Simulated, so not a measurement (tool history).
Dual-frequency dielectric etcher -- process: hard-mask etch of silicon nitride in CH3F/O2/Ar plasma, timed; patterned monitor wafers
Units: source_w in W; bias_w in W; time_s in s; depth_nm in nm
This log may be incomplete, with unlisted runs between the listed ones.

| run | hour | source_w | bias_w | time_s | depth_nm |
|---|---|---|---|---|---|
| 1 | 0.0 | 490 | 95 | 190.5 | 155.88 |
| 2 | 7.9 | 490 | 79 | 190.5 | 146.92 |
| 3 | 12.2 | 530 | 85 | 191.5 | 154.69 |
| 4 | 14.2 | 560 | 91 | 192.5 | 162.70 |
| 5 | 18.0 | 560 | 80 | 192.5 | 155.04 |
| 6 | 22.1 | 560 | 87 | 192.5 | 160.58 |
| 7 | 24.5 | 580 | 90 | 193.0 | 164.89 |
| 8 | 26.0 | 600 | 93 | 193.5 | 168.39 |
| 9 | 30.0 | 610 | 96 | 194.0 | 173.93 |
| 10 | 34.7 | 620 | 97 | 194.0 | 176.18 |
| 11 | 41.9 | 620 | 97 | 194.0 | 176.59 |

What does the tool deliver on the next run?
| 12 | 44.2 | 630 | 97 | 194.0 | ? |

depth_nm: 174.32 nm

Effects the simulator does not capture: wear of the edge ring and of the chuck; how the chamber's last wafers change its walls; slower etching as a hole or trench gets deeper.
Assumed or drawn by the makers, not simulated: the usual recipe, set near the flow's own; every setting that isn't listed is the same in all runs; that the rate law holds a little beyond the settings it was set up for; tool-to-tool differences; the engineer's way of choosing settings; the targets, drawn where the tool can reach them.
